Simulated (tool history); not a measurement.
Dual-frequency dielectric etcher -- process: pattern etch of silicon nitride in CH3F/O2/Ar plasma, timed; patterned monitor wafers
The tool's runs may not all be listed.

run    day  source power (W)  bias power (W)  etch time (s)  mean etch depth across the wafer (nm)
  1  0.000               420              83           43.5                                 33.450
  2  0.033               480              83           43.5                                 34.796
  3  0.288               500              86           43.5                                 35.809
  4  0.642               450              86           43.5                                 34.813
  5  0.738               470              88           43.5                                 35.800
  6  1.004               470              88           43.5                                 35.516
  7  1.283               490              89           43.5                                 36.262
  8  1.471               510              90           43.5                                 36.882
  9  1.654               520              91           43.5                                 37.737
 10  1.996               530              91           43.5                                 37.494
 11  2.188               540              91           43.5                                 38.031

Estimate the outcome of run 12 from the log above:
 12  2.554               540              91           43.5                                      ?

mean etch depth across the wafer (nm): 37.840

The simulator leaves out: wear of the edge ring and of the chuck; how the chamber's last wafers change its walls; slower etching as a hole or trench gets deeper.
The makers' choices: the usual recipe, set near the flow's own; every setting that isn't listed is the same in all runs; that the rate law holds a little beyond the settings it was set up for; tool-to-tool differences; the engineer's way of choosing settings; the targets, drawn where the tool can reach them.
